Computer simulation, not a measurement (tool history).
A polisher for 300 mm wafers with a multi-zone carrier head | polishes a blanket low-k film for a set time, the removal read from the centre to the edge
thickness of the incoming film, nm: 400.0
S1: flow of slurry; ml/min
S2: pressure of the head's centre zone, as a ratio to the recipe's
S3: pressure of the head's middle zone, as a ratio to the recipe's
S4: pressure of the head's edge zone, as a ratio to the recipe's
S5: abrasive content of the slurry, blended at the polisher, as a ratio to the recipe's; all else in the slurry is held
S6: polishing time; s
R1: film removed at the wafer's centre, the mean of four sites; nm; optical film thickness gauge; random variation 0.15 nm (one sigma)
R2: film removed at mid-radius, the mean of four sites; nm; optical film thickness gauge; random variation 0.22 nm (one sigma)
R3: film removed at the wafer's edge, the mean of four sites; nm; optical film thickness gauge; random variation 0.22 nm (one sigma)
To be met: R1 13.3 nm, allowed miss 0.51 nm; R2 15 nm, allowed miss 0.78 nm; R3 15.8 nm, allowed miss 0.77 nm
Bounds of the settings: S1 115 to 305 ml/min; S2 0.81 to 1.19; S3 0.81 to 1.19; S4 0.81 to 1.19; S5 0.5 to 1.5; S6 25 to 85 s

run,hour,S1,S2,S3,S4,S5,S6,R1,R2,R3
1,0,195,1,1,1,1,55,24.638,25.112,26.08
2,6.3,190,0.98,0.99,0.99,0.95,54,22.91,23.971,23.904
3,10,190,0.98,1.05,0.99,0.95,54,23.08,24.963,24.551
4,17.7,210,0.98,1.05,0.99,0.95,54,23.165,25.058,24.386
5,24.4,255,0.98,1.05,0.99,0.95,54,23.899,25.859,25.118
6,28.3,250,0.96,1.03,0.99,0.9,53,22.364,24.529,23.885
7,32.5,245,0.95,1.01,0.99,0.85,52,21.583,23.594,22.771
8,40.7,240,0.94,0.99,1.01,0.8,50,19.794,21.056,20.865
9,45.5,235,0.92,0.99,1.03,0.75,49,18.513,20.051,20.377
10,49.7,230,0.91,0.98,1.03,0.7,48,16.9,18.961,18.579
11,57.3,225,0.9,0.96,1.03,0.7,48,16.554,17.923,19.216
12,65.5,220,0.9,0.96,1.02,0.7,48,16.805,18.019,18.786
13,66.6,215,0.89,0.96,1.01,0.7,48,16.499,17.948,19.321
14,71.3,215,0.89,0.96,1.01,0.7,47,16.543,17.674,18.81
15,73.1,215,0.89,0.96,1.02,0.7,47,16.203,17.112,18.595
16,80.7,215,0.89,0.96,1.02,0.7,47,16.347,18.092,18.376

Which of these 4 next moves meets every target?
A,88.3,255,1.01,1.07,0.96,1.05,45,?,?,?
B,88.3,135,0.89,0.95,1.03,0.85,39,?,?,?
C,88.3,220,1.07,1.03,0.92,0.8,49,?,?,?
D,88.3,200,0.81,0.96,1.09,0.7,61,?,?,?

move,R1,R2,R3
A,21.719,23.517,21.364
B,13.556,14.876,15.955
C,21.231,21.295,19.697
D,19.45,22.925,24.514
A: further off than the last run
B: meets every target
C: further off than the last run
D: further off than the last run
The right move is B.

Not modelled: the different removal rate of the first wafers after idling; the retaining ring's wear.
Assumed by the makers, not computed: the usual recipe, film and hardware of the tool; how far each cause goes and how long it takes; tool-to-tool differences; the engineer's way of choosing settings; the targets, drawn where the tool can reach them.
